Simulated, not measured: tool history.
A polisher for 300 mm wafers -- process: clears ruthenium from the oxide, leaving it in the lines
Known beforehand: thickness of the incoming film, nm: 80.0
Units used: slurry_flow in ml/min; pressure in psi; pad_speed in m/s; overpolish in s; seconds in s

Run 1, hour 0: slurry_flow 215 ml/min, pressure 1.4 psi, pad_speed 0.92 m/s, overpolish 31 s. Result: seconds 118.17 s.
Run 2, hour 7.9: slurry_flow 215 ml/min, pressure 1.4 psi, pad_speed 0.92 m/s, overpolish 31 s. Result: seconds 117.35 s.
Run 3, hour 10.9: slurry_flow 215 ml/min, pressure 1.4 psi, pad_speed 0.92 m/s, overpolish 33 s. Result: seconds 117.75 s.
Run 4, hour 19.5: slurry_flow 215 ml/min, pressure 1.4 psi, pad_speed 0.92 m/s, overpolish 31 s. Result: seconds 118.63 s.
Run 5, hour 22.6: slurry_flow 215 ml/min, pressure 1.4 psi, pad_speed 1.08 m/s, overpolish 31 s. Result: seconds 100.92 s.
Run 6, hour 27: slurry_flow 215 ml/min, pressure 1.4 psi, pad_speed 1.2 m/s, overpolish 31 s. Result: seconds 91.136 s.

The next listed run, before its measurement:
Run 7, hour 31.2: slurry_flow 215 ml/min, pressure 1.5 psi, pad_speed 1.2 m/s, overpolish 31 s. Result: seconds ?.

Run 7 gave seconds 85.351 s.
